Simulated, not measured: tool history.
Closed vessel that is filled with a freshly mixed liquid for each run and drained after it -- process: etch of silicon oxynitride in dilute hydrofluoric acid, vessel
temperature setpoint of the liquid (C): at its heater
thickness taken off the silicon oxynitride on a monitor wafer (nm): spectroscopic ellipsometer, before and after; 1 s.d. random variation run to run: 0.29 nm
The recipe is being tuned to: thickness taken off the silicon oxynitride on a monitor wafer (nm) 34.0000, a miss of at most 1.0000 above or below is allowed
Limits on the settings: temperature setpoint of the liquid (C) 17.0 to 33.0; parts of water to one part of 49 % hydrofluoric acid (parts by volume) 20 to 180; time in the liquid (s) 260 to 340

run	hour	temperature setpoint of the liquid (C)	parts of water to one part of 49 % hydrofluoric acid (parts by volume)	time in the liquid (s)	thickness taken off the silicon oxynitride on a monitor wafer (nm)
1	0.0	25.0	100	340	8.7639
2	2.4	28.0	100	340	9.9812
3	3.6	29.5	80	340	13.6710
4	12.7	30.5	65	340	17.8850
5	18.5	27.5	65	340	15.6990
6	20.1	29.0	55	340	20.1940
7	23.1	29.0	55	340	19.9970
8	24.4	30.0	50	340	22.8400
9	28.6	30.5	45	340	26.5320
10	31.0	31.0	45	340	26.8350
11	32.3	31.0	45	340	27.2140
12	38.6	31.5	45	340	27.5120
13	44.5	31.5	45	340	27.8450
14	53.8	33.0	30	340	45.4780
15	61.6	33.0	30	340	45.3180
# hour 65.0: thermometer replaced
16	65.0	29.0	30	340	35.4060

Which single option among these 4 for the next run brings every result within its allowed miss of target? Just one does.
A	68.4	29.5	30	340	?
B	68.4	30.5	30	330	?
C	68.4	30.5	30	325	?
D	68.4	33.0	35	320	?

move	thickness taken off the silicon oxynitride on a monitor wafer (nm)
A	36.0940
B	36.7310
C	36.1750
D	34.1390
A: the biggest miss grows against the last run
B: the biggest miss grows against the last run
C: the biggest miss grows against the last run
D: hits every target within its allowed miss
D meets every target.
